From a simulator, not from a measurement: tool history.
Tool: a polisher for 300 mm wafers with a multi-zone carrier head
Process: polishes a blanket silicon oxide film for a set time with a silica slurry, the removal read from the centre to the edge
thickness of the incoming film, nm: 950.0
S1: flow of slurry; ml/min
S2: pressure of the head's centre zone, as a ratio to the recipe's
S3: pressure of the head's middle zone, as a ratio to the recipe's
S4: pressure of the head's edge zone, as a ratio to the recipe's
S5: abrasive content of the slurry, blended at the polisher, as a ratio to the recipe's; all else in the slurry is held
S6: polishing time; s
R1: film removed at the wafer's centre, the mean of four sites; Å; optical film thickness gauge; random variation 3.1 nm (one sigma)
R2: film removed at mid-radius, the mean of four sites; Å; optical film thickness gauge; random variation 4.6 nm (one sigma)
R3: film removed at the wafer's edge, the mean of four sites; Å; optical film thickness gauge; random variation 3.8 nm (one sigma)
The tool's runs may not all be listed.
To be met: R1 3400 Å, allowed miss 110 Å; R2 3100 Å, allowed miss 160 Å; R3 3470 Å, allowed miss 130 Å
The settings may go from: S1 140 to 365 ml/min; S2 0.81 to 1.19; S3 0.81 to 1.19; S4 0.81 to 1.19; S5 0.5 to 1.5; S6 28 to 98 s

Run 1, hour 0: S1 235 ml/min, S2 1, S3 1, S4 1, S5 1, S6 63 s. Result: R1 2519 Å, R2 2600.3 Å, R3 2562 Å.
Run 2, hour 4.3: S1 240 ml/min, S2 1.02, S3 0.98, S4 1.04, S5 1.15, S6 63 s. Result: R1 2699.4 Å, R2 2734 Å, R3 2835 Å.
Run 3, hour 12.5: S1 240 ml/min, S2 1.06, S3 0.98, S4 1.04, S5 1.15, S6 63 s. Result: R1 2852.4 Å, R2 2754.2 Å, R3 2857.2 Å.
Run 4, hour 15.6: S1 240 ml/min, S2 1.02, S3 0.98, S4 1.04, S5 1.15, S6 63 s. Result: R1 2671.9 Å, R2 2784.6 Å, R3 2840.4 Å.
Run 5, hour 17.5: S1 245 ml/min, S2 1.06, S3 0.98, S4 1.07, S5 1.2, S6 63 s. Result: R1 2896.8 Å, R2 2736 Å, R3 2930.5 Å.
Run 6, hour 24.6: S1 245 ml/min, S2 1.06, S3 0.98, S4 1.1, S5 1.2, S6 63 s. Result: R1 2882.3 Å, R2 2703.5 Å, R3 2928.3 Å.
Run 7, hour 25.3: S1 250 ml/min, S2 1.07, S3 0.98, S4 1.1, S5 1.3, S6 63 s. Result: R1 3014.4 Å, R2 2868.4 Å, R3 3070.7 Å.
Run 8, hour 26.8: S1 250 ml/min, S2 1.08, S3 0.97, S4 1.11, S5 1.35, S6 63 s. Result: R1 3131.3 Å, R2 2833.9 Å, R3 3149.2 Å.
Run 9, hour 30.3: S1 255 ml/min, S2 1.08, S3 0.98, S4 1.12, S5 1.4, S6 63 s. Result: R1 3132.5 Å, R2 3015.9 Å, R3 3160.2 Å.
Run 10, hour 34.5: S1 255 ml/min, S2 1.08, S3 0.97, S4 1.13, S5 1.45, S6 64 s. Result: R1 3249.6 Å, R2 3062.2 Å, R3 3294.6 Å.

Which of these 5 next moves meets every target?
Run A, hour 38.7: S1 210 ml/min, S2 1.18, S3 0.98, S4 1.17, S5 1.45, S6 63 s. Result: R1 ?, R2 ?, R3 ?.
Run B, hour 38.7: S1 245 ml/min, S2 1.1, S3 0.97, S4 1.18, S5 1.5, S6 65 s. Result: R1 ?, R2 ?, R3 ?.
Run C, hour 38.7: S1 200 ml/min, S2 1.02, S3 0.94, S4 1.1, S5 1.45, S6 68 s. Result: R1 ?, R2 ?, R3 ?.
Run D, hour 38.7: S1 280 ml/min, S2 1.12, S3 1.08, S4 1.09, S5 1.5, S6 57 s. Result: R1 ?, R2 ?, R3 ?.
Run E, hour 38.7: S1 245 ml/min, S2 1.06, S3 0.99, S4 1.1, S5 1.5, S6 62 s. Result: R1 ?, R2 ?, R3 ?.

move      R1      R2      R3
   A  3415.5  2934.5  3242.7
   B  3389.1  3093.8  3447.7
   C  3161.8  3043.5  3377.9
   D  3074.1  3011.9  2928.2
   E  3114.7  3003.1  3171.1
A: brings the result that was furthest off to its target, and leaves another outside
B: meets every target
C: further off than the last run
D: further off than the last run
E: further off than the last run
Answer: B
